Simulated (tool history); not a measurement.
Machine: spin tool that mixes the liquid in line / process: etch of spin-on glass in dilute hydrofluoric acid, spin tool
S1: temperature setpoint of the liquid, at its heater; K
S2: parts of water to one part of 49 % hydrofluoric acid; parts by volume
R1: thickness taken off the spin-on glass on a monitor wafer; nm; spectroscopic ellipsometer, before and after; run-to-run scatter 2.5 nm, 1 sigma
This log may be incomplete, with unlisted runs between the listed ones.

Run 1, hour 0.0: S1 294.15 K, S2 145 parts by volume, time under the liquid (s) 230. Result: R1 86.788 nm.
Run 2, hour 1.9: S1 291.65 K, S2 145 parts by volume, time under the liquid (s) 230. Result: R1 78.744 nm.
Run 3, hour 10.0: S1 294.15 K, S2 115 parts by volume, time under the liquid (s) 230. Result: R1 115.050 nm.
Run 4, hour 18.3: S1 296.15 K, S2 100 parts by volume, time under the liquid (s) 230. Result: R1 146.460 nm.
Run 5, hour 22.7: S1 296.15 K, S2 130 parts by volume, time under the liquid (s) 230. Result: R1 107.210 nm.
Run 6, hour 28.2: S1 297.65 K, S2 110 parts by volume, time under the liquid (s) 230. Result: R1 139.470 nm.
Run 7, hour 31.9: S1 298.65 K, S2 95 parts by volume, time under the liquid (s) 230. Result: R1 169.200 nm.
Run 8, hour 35.4: S1 299.65 K, S2 85 parts by volume, time under the liquid (s) 230. Result: R1 199.780 nm.
Run 9, hour 37.4: S1 300.15 K, S2 80 parts by volume, time under the liquid (s) 230. Result: R1 218.230 nm.
Run 10, hour 45.0: S1 300.15 K, S2 80 parts by volume, time under the liquid (s) 230. Result: R1 215.290 nm.
Run 11, hour 45.8: S1 300.15 K, S2 80 parts by volume, time under the liquid (s) 230. Result: R1 218.100 nm.

What does the tool deliver on the next run?
Run 12, hour 52.6: S1 300.65 K, S2 75 parts by volume, time under the liquid (s) 230. Result: R1 ?.

{"run 12": {"R1": 236.41}}
